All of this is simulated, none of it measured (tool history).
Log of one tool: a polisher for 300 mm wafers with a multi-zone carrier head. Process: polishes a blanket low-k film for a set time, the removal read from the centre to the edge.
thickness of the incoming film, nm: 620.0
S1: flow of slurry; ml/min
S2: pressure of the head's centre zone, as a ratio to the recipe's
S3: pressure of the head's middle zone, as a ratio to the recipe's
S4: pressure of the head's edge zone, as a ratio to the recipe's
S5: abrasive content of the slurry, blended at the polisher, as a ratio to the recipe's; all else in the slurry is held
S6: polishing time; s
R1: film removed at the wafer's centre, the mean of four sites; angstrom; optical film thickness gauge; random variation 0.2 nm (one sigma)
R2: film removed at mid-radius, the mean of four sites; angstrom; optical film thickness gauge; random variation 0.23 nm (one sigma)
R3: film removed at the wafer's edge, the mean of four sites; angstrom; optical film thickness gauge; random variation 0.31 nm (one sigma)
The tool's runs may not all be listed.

run  hour   S1    S2  S3    S4   S5  S6      R1      R2      R3
  1     0  295     1   1     1    1  84   317.5  315.11  314.11
  2   7.3  295     1   1     1    1  98  374.03  371.37  371.27
  3    12  295     1   1  1.05    1  98  370.48  368.87  380.28
  4  20.7  295     1   1   1.1    1  98  372.17  370.74  377.38
  5  26.4  295  1.04   1   1.1    1  98  385.51  369.96  386.25
  6  34.7  295  1.04   1   1.1  1.2  98  417.63  389.15  417.48

Forecast run 7:
  7  41.5  270  0.94  0.9   1  0.95  88   ?   ?   ?

Run 7 gave R1 304.71 angstrom, R2 297.59 angstrom, R3 324.27 angstrom.
